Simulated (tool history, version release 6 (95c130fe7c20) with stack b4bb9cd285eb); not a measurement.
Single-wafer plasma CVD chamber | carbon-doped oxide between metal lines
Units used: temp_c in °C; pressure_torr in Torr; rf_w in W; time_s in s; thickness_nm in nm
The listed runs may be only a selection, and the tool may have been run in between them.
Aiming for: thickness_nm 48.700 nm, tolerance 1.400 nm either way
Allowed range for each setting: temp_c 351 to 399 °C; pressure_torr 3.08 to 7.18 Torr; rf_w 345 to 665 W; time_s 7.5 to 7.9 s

run  hour  temp_c  pressure_torr  rf_w  time_s  thickness_nm
  1   0.0     375           5.13   505     7.9        40.732
  2   1.0     375           5.13   540     7.9        42.762
  3   7.5     375           5.13   495     7.9        40.115
  4  12.2     374           5.25   520     7.9        41.970
  5  20.6     374           5.68   520     7.9        42.453
  6  26.2     374           5.68   520     7.5        40.134
  7  30.1     374           5.70   545     7.5        41.785
  8  34.7     374           5.74   565     7.5        42.603
  9  36.9     374           5.77   580     7.5        43.353
 10  39.5     374           5.80   595     7.5        44.034
 11  46.5     374           5.83   610     7.5        45.196
 12  55.1     374           5.85   620     7.5        45.481
 13  56.9     374           5.88   630     7.5        45.849
 14  63.7     374           5.91   635     7.5        46.335

Exactly one of the 4 candidate moves below puts every result within its allowed miss. Which one?
  A  70.5     378           7.13   630     7.5             ?
  B  70.5     382           6.19   605     7.6             ?
  C  70.5     378           6.26   640     7.9             ?
  D  70.5     378           5.79   620     7.5             ?

move  thickness_nm
   A        46.288
   B        44.730
   C        48.758
   D        44.947
A: about as far from the targets as the last run
B: its largest miss is bigger than the last run's
C: hits every target within its allowed miss
D: its largest miss is bigger than the last run's
The right move is C.
